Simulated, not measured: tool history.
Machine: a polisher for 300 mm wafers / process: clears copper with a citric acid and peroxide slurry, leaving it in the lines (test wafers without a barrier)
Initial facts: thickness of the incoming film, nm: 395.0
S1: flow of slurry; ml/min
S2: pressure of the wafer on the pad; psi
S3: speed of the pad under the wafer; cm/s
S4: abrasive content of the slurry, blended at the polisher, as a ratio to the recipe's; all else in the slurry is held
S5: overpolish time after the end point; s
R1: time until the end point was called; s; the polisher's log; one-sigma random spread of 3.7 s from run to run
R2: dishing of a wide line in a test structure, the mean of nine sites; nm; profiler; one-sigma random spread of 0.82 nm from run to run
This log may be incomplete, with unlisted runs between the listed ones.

run    day   S1   S2   S3  S4  S5      R1      R2
  1      0  160    4  100   1  19  101.88  45.125
  2  0.329  160  4.9  100   1  19  86.875  49.774
  3  0.638  155  3.9   90   1  21  118.18  43.729
  4  0.908  170  3.9   90   1  21  120.85  43.178
  5  0.929  170  3.2   88   1  22  145.88  39.597
  6  1.192  170  2.8   88   1  23  166.45  34.977

Run 7, settings as shown, results not yet in. Your forecast:
  7  1.354  170  2.7  86   1  25   ?   ?

R1: 173.84 s
R2: 36.335 nm
